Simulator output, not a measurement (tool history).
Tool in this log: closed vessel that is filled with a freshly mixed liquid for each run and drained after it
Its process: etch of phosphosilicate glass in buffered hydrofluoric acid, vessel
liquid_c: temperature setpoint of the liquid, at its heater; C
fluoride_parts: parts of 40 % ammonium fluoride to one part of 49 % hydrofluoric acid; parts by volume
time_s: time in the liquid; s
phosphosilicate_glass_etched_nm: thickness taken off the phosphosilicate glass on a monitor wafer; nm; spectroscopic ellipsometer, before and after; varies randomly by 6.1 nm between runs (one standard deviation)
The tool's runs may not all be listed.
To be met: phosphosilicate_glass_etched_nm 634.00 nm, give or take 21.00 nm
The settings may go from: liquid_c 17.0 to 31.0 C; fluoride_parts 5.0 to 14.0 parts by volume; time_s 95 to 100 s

run  hour  liquid_c  fluoride_parts  time_s  phosphosilicate_glass_etched_nm
  1   0.0      23.0             8.5      95                           548.65
  2   7.4      23.0             6.5      95                           710.84
  3  15.7      23.0             6.5     100                           766.69
  4  20.2      21.5             6.5     100                           703.14
  5  26.5      21.5             5.0     100                           875.38
  6  32.6      20.5             5.0     100                           838.74
  7  34.9      20.0             5.0     100                           808.42
  8  42.3      19.5             5.0     100                           788.96
  9  49.6      19.0             5.0     100                           759.21
 10  52.6      18.5             5.0     100                           739.29
 11  58.3      18.5             5.0     100                           733.94
 12  66.4      18.0             5.0     100                           714.88

Exercise: of the 5 proposed moves below, exactly one satisfies all targets within the stated allowed misses. Which move is it?
  A  74.5      17.0             5.5      95                                ?
  B  74.5      20.0             5.5     100                                ?
  C  74.5      18.0             5.5      95                                ?
  D  74.5      17.5             5.0     100                                ?
  E  74.5      17.0             5.0     100                                ?

move  phosphosilicate_glass_etched_nm
   A                           589.17
   B                           734.56
   C                           623.60
   D                           691.71
   E                           672.32
A: moves the result that the last run missed by most past its target, out the other side
B: misses by more than the last run did
C: meets every target
D: gains on the last run, yet a result remains outside its allowed miss
E: gains on the last run, yet a result remains outside its allowed miss
Correct choice: C, which meets every target
